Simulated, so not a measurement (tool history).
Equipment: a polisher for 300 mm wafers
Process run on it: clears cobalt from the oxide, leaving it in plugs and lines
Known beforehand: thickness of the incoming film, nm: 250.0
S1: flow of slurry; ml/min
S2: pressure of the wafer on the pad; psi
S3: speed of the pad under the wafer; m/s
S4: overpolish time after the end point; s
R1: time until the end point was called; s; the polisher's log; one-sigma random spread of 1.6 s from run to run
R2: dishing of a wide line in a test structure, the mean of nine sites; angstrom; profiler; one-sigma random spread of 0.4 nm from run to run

run	hour	S1	S2	S3	S4	R1	R2
1	0	250	1.3	1.1	11	61.764	308.38
2	5.7	250	1.3	1.32	11	50.81	340.55
3	7.6	250	1.2	1.32	11	52.604	328.24
4	12.6	250	1.2	1.22	11	59.745	311.49
5	17.1	250	1.2	1.22	15	60.002	383.78
6	24	250	1.1	1.22	14	63.835	343.89
7	25.5	250	1.1	1.22	13	64.446	334.3

Expected results for the next run?
8	30.4	250	1.1	1.22	12	?	?

{"run 8": {"R1": 63.768, "R2": 315.85}}

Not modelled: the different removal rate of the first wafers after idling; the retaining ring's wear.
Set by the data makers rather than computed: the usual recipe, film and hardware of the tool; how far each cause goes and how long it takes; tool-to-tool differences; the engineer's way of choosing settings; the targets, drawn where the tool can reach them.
